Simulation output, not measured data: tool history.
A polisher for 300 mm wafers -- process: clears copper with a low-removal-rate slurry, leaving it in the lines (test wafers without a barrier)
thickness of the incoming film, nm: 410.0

| run | hour | flow of slurry (ml/min) | pressure of the wafer on the pad (psi) | speed of the pad under the wafer (m/s) | abrasive content of the slurry | overpolish time after the end point (s) | time until the end point was called (s) | dishing of a wide line in a test structure (angstrom) |
|---|---|---|---|---|---|---|---|---|
| 1 | 0.0 | 140 | 2.8 | 0.96 | 1.00 | 15 | 143.49 | 265.820 |
| 2 | 6.5 | 145 | 2.6 | 0.96 | 1.00 | 13 | 159.24 | 220.760 |
| 3 | 14.0 | 135 | 2.5 | 0.94 | 1.00 | 12 | 166.58 | 196.070 |
| 4 | 17.1 | 165 | 2.5 | 0.94 | 1.00 | 12 | 159.44 | 199.920 |
| 5 | 18.7 | 165 | 2.5 | 1.10 | 1.00 | 12 | 137.56 | 225.320 |
| 6 | 26.8 | 175 | 2.3 | 1.10 | 0.90 | 11 | 153.50 | 196.890 |
| 7 | 32.4 | 180 | 2.1 | 1.06 | 1.00 | 10 | 163.78 | 167.220 |
| 8 | 39.2 | 185 | 2.0 | 1.02 | 1.10 | 9 | 171.63 | 143.210 |
| 9 | 41.1 | 220 | 1.3 | 0.92 | 1.35 | 4 | 244.07 | 49.437 |
| 10 | 44.8 | 215 | 1.4 | 0.92 | 1.35 | 4 | 232.49 | 50.513 |
| 11 | 52.9 | 210 | 1.5 | 0.92 | 1.30 | 4 | 222.70 | 52.569 |
| 12 | 55.9 | 210 | 1.5 | 0.92 | 1.25 | 4 | 227.63 | 53.139 |
| 13 | 60.4 | 205 | 1.6 | 0.92 | 1.20 | 4 | 216.21 | 54.496 |
| 14 | 66.0 | 200 | 1.6 | 0.92 | 1.20 | 4 | 220.08 | 54.227 |
| 15 | 67.7 | 195 | 1.6 | 0.92 | 1.20 | 4 | 222.10 | 53.656 |
| 16 | 74.6 | 190 | 1.6 | 0.92 | 1.20 | 4 | 222.87 | 53.210 |
| 17 | 75.8 | 190 | 1.6 | 0.92 | 1.15 | 4 | 226.14 | 53.631 |
| 18 | 82.0 | 170 | 2.2 | 0.92 | 1.00 | 8 | 183.69 | 122.970 |
| 19 | 89.4 | 170 | 2.1 | 0.92 | 1.05 | 8 | 185.59 | 118.480 |
| 20 | 97.0 | 170 | 2.0 | 0.94 | 1.10 | 8 | 189.64 | 119.730 |
| 21 | 105.7 | 180 | 2.0 | 0.92 | 1.15 | 8 | 187.65 | 120.370 |
| 22 | 106.8 | 175 | 1.9 | 0.96 | 1.10 | 8 | 191.88 | 117.140 |

Run 23 has not been measured yet. What should we expect?
| 23 | 113.3 | 180 | 1.9 | 0.92 | 1.15 | 8 | ? | ? |

For run 23 the tool returned time until the end point was called (s) 197.99, dishing of a wide line in a test structure (angstrom) 114.520.

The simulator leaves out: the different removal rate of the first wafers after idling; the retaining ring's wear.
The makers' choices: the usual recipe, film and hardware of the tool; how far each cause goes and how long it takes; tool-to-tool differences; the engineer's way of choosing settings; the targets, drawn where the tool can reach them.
